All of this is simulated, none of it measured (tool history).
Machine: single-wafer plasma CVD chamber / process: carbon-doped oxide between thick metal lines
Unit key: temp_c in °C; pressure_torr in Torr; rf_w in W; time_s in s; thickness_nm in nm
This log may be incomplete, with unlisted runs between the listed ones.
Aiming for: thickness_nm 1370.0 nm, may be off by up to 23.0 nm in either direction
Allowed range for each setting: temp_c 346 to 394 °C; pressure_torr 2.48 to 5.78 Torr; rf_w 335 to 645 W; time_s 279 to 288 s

run,hour,temp_c,pressure_torr,rf_w,time_s,thickness_nm
1,0.0,370,4.13,490,279,1188.6
2,8.1,370,4.13,450,279,1103.9
3,12.1,368,4.41,470,279,1160.9
4,18.2,368,4.41,405,279,1027.4
5,26.3,368,4.41,405,279,1025.0
6,29.4,368,4.92,405,279,1046.3
7,30.1,367,5.08,435,280,1115.5
8,31.4,366,5.21,460,280,1178.5
9,36.7,365,5.34,475,280,1215.7
10,38.2,357,5.78,545,282,1395.2

Which single option among these 4 for the next run brings every result within its allowed miss of target? Just one does.
A,39.7,359,5.75,555,283,?
B,39.7,358,5.69,545,279,?
C,39.7,360,5.71,545,288,?
D,39.7,350,4.77,555,286,?

move,thickness_nm
A,1405.4
B,1370.4
C,1408.1
D,1415.4
A: lands further from the targets than the last run did
B: each result inside its tolerance
C: lands further from the targets than the last run did
D: lands further from the targets than the last run did
B is the move that brings every result within its allowed miss.

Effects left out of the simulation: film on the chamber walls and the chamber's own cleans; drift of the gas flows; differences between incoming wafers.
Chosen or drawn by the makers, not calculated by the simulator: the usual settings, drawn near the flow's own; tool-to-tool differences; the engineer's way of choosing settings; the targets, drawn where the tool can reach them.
